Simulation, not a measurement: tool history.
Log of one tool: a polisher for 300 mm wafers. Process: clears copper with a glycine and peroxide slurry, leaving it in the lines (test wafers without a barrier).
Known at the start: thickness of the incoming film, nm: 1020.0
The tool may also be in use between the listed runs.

run  hour  flow of slurry (ml/min)  pressure of the wafer on the pad (psi)  speed of the pad under the wafer (m/s)  overpolish time after the end point (s)  time until the end point was called (s)  dishing of a wide line in a test structure (Å)
  1   0.0                      155                                     2.7                                    1.16                                       30                                   179.52                                          425.16
  2   2.5                      155                                     2.7                                    1.16                                       26                                   176.96                                          422.72
  3  10.8                      155                                     2.5                                    1.10                                       30                                   197.13                                          414.51
  4  14.7                      150                                     2.4                                    1.02                                       34                                   215.70                                          433.51
  5  17.1                      150                                     2.4                                    1.02                                       45                                   213.97                                          439.96
  6  20.4                      150                                     2.4                                    1.02                                       56                                   219.75                                          440.21

The next listed run, before its measurement:
  7  21.1                      150                                     2.3                                    0.98                                       56                                        ?                                               ?

Run 7 gave time until the end point was called (s) 233.02, dishing of a wide line in a test structure (Å) 434.43.
